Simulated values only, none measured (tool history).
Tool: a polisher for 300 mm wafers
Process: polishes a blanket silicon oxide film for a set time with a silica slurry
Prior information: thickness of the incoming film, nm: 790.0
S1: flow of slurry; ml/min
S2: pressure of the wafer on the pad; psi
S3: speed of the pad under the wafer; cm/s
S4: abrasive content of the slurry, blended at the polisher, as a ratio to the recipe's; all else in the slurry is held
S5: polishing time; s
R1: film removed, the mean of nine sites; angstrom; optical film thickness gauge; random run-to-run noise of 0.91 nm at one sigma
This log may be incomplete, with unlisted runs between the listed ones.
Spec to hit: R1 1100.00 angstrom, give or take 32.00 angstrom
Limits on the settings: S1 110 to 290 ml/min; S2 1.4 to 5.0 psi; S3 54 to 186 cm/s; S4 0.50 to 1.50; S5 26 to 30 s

Run 1, day 0.000: S1 185 ml/min, S2 3.2 psi, S3 118 cm/s, S4 1.00, S5 30 s. Result: R1 861.54 angstrom.
Run 2, day 0.258: S1 155 ml/min, S2 3.2 psi, S3 118 cm/s, S4 1.00, S5 30 s. Result: R1 835.36 angstrom.
Run 3, day 0.508: S1 155 ml/min, S2 3.2 psi, S3 118 cm/s, S4 1.00, S5 26 s. Result: R1 726.45 angstrom.
Run 4, day 0.717: S1 185 ml/min, S2 3.5 psi, S3 118 cm/s, S4 1.00, S5 26 s. Result: R1 797.40 angstrom.
Run 5, day 0.742: S1 190 ml/min, S2 4.0 psi, S3 120 cm/s, S4 1.00, S5 26 s. Result: R1 934.34 angstrom.
Run 6, day 0.817: S1 190 ml/min, S2 4.0 psi, S3 106 cm/s, S4 1.00, S5 26 s. Result: R1 865.41 angstrom.
Run 7, day 1.133: S1 195 ml/min, S2 4.3 psi, S3 106 cm/s, S4 1.00, S5 26 s. Result: R1 938.59 angstrom.
Run 8, day 1.300: S1 200 ml/min, S2 4.5 psi, S3 106 cm/s, S4 1.00, S5 26 s. Result: R1 984.92 angstrom.
Run 9, day 1.412: S1 205 ml/min, S2 4.6 psi, S3 106 cm/s, S4 1.00, S5 26 s. Result: R1 1016.60 angstrom.
Run 10, day 1.746: S1 210 ml/min, S2 4.7 psi, S3 106 cm/s, S4 1.00, S5 26 s. Result: R1 1054.80 angstrom.
Run 11, day 1.775: S1 215 ml/min, S2 4.7 psi, S3 106 cm/s, S4 1.00, S5 26 s. Result: R1 1040.70 angstrom.

Consider the 4 candidate settings below. Which is the only one whose results all fall within their allowed miss of target?
Run A, day 1.804: S1 205 ml/min, S2 4.7 psi, S3 102 cm/s, S4 0.90, S5 29 s. Result: R1 ?.
Run B, day 1.804: S1 195 ml/min, S2 4.8 psi, S3 94 cm/s, S4 1.15, S5 29 s. Result: R1 ?.
Run C, day 1.804: S1 260 ml/min, S2 5.0 psi, S3 66 cm/s, S4 1.50, S5 29 s. Result: R1 ?.
Run D, day 1.804: S1 270 ml/min, S2 4.8 psi, S3 94 cm/s, S4 1.00, S5 30 s. Result: R1 ?.

move       R1
   A  1088.30
   B  1156.30
   C  1154.70
   D  1182.30
A: in spec on every target
B: carries the result that was furthest off beyond its target, to the other side
C: carries the result that was furthest off beyond its target, to the other side
D: carries the result that was furthest off beyond its target, to the other side
The move that meets every target is A.
